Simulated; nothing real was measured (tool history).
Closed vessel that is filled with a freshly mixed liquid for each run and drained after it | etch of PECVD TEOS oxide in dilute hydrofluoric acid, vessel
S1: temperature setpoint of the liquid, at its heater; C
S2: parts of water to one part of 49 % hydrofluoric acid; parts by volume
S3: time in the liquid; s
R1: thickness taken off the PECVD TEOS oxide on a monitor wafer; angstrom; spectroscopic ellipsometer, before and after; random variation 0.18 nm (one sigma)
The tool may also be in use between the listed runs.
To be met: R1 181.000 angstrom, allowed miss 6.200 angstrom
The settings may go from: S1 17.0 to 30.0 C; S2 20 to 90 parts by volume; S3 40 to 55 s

run	hour	S1	S2	S3	R1
1	0.0	22.0	50	55	138.430
2	2.6	22.0	65	55	106.430
3	8.1	24.0	60	55	124.510
4	16.3	24.0	75	55	97.116
5	23.0	24.0	60	55	126.570
6	30.4	25.5	60	55	130.980
7	33.1	26.5	55	55	149.800
8	40.6	27.5	55	55	153.410
9	43.3	30.0	50	55	191.900
10	51.2	29.5	50	55	186.510

Which of these 4 next moves meets every target?
A	59.1	28.0	45	50	?
B	59.1	30.0	45	50	?
C	59.1	29.5	40	45	?
D	59.1	30.0	40	45	?

move	R1
A	178.480
B	193.240
C	193.310
D	197.180
A: meets every target
B: further off than the last run
C: further off than the last run
D: further off than the last run
Answer: A

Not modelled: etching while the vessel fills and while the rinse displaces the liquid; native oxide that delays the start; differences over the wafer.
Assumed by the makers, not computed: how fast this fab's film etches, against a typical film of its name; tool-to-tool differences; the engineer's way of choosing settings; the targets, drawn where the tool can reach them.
